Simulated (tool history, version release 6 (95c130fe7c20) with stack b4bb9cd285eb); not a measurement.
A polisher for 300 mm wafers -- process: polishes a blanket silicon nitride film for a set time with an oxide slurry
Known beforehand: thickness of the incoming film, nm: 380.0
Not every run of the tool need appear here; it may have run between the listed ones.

run,hour,flow of slurry (ml/min),pressure of the wafer on the pad (kPa),speed of the pad under the wafer (m/s),abrasive content of the slurry,polishing time (s),film removed (angstrom)
1,0.0,160,31.0,1.20,1.00,35,275.41
2,6.6,160,31.0,1.20,1.00,32,261.71
3,9.4,160,31.0,1.04,1.00,32,233.86
4,12.3,160,31.0,1.04,1.05,32,238.54
5,20.0,160,31.0,1.04,0.95,32,226.10
6,20.6,160,31.0,1.04,0.95,32,226.90
7,23.7,160,27.6,1.02,0.95,32,200.63
8,25.6,160,25.5,1.02,0.95,32,191.77
9,28.8,160,23.4,1.02,0.95,32,172.64

Estimate the outcome of run 10 from the log above:
10,35.4,160,22.8,1.02,0.95,32,?

film removed (angstrom): 165.53
